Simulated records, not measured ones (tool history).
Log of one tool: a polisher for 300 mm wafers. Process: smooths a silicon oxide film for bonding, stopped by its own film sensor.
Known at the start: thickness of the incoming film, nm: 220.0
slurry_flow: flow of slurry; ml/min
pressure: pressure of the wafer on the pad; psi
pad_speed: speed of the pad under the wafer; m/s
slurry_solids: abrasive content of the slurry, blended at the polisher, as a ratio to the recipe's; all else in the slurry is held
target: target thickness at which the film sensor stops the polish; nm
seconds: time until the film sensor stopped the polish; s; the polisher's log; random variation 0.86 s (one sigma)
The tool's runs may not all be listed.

run 1 hour=0 | slurry_flow=300 pressure=1.6 pad_speed=1 slurry_solids=1 target=165 | seconds=101.51
run 2 hour=5.3 | slurry_flow=300 pressure=1.8 pad_speed=1 slurry_solids=1 target=165 | seconds=91.089
run 3 hour=12 | slurry_flow=300 pressure=1.8 pad_speed=1 slurry_solids=1.1 target=165 | seconds=86.203
run 4 hour=13.6 | slurry_flow=300 pressure=1.9 pad_speed=1 slurry_solids=1.1 target=165 | seconds=83.598
run 5 hour=20.9 | slurry_flow=360 pressure=1.9 pad_speed=1 slurry_solids=1.1 target=165 | seconds=81.137
run 6 hour=24.7 | slurry_flow=360 pressure=2 pad_speed=1 slurry_solids=1.1 target=165 | seconds=80.474

The next listed run, before its measurement:
run 7 hour=31 | slurry_flow=360 pressure=2.1 pad_speed=1 slurry_solids=1.1 target=165 | seconds=?

Run 7 gave seconds 75.03 s.
